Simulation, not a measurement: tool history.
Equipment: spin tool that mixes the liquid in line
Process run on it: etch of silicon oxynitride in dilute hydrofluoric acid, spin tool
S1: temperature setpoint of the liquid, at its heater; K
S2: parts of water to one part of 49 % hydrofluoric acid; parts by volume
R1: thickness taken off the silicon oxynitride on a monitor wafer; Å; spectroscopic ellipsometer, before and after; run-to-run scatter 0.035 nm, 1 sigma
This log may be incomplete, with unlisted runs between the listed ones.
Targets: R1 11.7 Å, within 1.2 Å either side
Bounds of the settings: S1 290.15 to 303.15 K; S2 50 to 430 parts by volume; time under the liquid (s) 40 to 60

Run 1, hour 0: S1 295.15 K, S2 240 parts by volume, time under the liquid (s) 60. Result: R1 2.8777 Å.
Run 2, hour 7.5: S1 295.15 K, S2 240 parts by volume, time under the liquid (s) 40. Result: R1 1.9059 Å.
Run 3, hour 10.6: S1 295.15 K, S2 325 parts by volume, time under the liquid (s) 40. Result: R1 1.3463 Å.
Run 4, hour 19.1: S1 297.65 K, S2 245 parts by volume, time under the liquid (s) 45. Result: R1 2.3739 Å.
Run 5, hour 21.3: S1 299.15 K, S2 190 parts by volume, time under the liquid (s) 50. Result: R1 3.7076 Å.
Run 6, hour 22.5: S1 301.15 K, S2 190 parts by volume, time under the liquid (s) 50. Result: R1 3.9959 Å.
Run 7, hour 31.1: S1 301.65 K, S2 150 parts by volume, time under the liquid (s) 55. Result: R1 6.2824 Å.
Run 8, hour 33.8: S1 301.65 K, S2 130 parts by volume, time under the liquid (s) 55. Result: R1 7.2441 Å.
Run 9, hour 38.9: S1 301.65 K, S2 115 parts by volume, time under the liquid (s) 55. Result: R1 8.2812 Å.
Run 10, hour 46.1: S1 301.65 K, S2 105 parts by volume, time under the liquid (s) 55. Result: R1 9.075 Å.
Run 11, hour 53.6: S1 301.65 K, S2 95 parts by volume, time under the liquid (s) 55. Result: R1 10.058 Å.

5 candidate next runs follow, results not yet known. Just one meets every target within its allowed miss. Identify it.
Run A, hour 61.1: S1 300.65 K, S2 105 parts by volume, time under the liquid (s) 60. Result: R1 ?.
Run B, hour 61.1: S1 303.15 K, S2 95 parts by volume, time under the liquid (s) 60. Result: R1 ?.
Run C, hour 61.1: S1 301.15 K, S2 105 parts by volume, time under the liquid (s) 55. Result: R1 ?.
Run D, hour 61.1: S1 303.15 K, S2 135 parts by volume, time under the liquid (s) 60. Result: R1 ?.
Run E, hour 61.1: S1 299.15 K, S2 70 parts by volume, time under the liquid (s) 40. Result: R1 ?.

move      R1
   A   9.478
   B  11.848
   C  8.8884
   D  8.0103
   E  9.1302
A: the biggest miss grows against the last run
B: every result within its allowed miss
C: the biggest miss grows against the last run
D: the biggest miss grows against the last run
E: the biggest miss grows against the last run
The move that meets every target is B.

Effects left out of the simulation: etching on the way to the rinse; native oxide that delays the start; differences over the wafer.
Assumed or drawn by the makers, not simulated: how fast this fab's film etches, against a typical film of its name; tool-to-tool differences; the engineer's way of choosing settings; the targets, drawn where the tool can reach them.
